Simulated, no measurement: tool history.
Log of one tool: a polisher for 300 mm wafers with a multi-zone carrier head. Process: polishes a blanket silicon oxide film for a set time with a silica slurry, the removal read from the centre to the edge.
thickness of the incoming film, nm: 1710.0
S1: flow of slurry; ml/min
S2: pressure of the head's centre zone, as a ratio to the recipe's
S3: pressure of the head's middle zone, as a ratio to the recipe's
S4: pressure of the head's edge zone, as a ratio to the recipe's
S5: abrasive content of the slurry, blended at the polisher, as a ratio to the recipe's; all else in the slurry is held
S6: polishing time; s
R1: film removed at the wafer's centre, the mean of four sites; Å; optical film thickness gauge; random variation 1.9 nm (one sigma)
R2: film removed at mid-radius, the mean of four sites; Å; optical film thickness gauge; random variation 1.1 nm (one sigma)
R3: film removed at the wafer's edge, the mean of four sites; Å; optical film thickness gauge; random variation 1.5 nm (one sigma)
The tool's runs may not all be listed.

{"run": 1, "hour": 0.0, "S1": 205, "S2": 1, "S3": 1, "S4": 1, "S5": 1, "S6": 51, "R1": 2409.4, "R2": 2352.9, "R3": 2459.9}
{"run": 2, "hour": 5.1, "S1": 205, "S2": 0.95, "S3": 1, "S4": 1, "S5": 1, "S6": 51, "R1": 2342.6, "R2": 2360.5, "R3": 2453}
{"run": 3, "hour": 11.8, "S1": 205, "S2": 0.95, "S3": 1, "S4": 1, "S5": 1, "S6": 42, "R1": 1926.1, "R2": 1945.7, "R3": 1999.6}
{"run": 4, "hour": 17.4, "S1": 195, "S2": 0.97, "S3": 0.97, "S4": 1.01, "S5": 1, "S6": 42, "R1": 1944.8, "R2": 1896.9, "R3": 2014.3}
{"run": 5, "hour": 25.4, "S1": 195, "S2": 0.97, "S3": 0.97, "S4": 0.94, "S5": 1, "S6": 42, "R1": 1964.5, "R2": 1897, "R3": 1981.7}
{"run": 6, "hour": 31.5, "S1": 195, "S2": 0.97, "S3": 0.97, "S4": 0.94, "S5": 1.1, "S6": 42, "R1": 1978.5, "R2": 1987.7, "R3": 1999.2}

The next listed run, before its measurement:
{"run": 7, "hour": 39.4, "S1": 140, "S2": 1.03, "S3": 0.87, "S4": 1.02, "S5": 1.1, "S6": 43, "R1": "?", "R2": "?", "R3": "?"}

{"run 7": {"R1": 2022.1, "R2": 1803.9, "R3": 2077.7}}

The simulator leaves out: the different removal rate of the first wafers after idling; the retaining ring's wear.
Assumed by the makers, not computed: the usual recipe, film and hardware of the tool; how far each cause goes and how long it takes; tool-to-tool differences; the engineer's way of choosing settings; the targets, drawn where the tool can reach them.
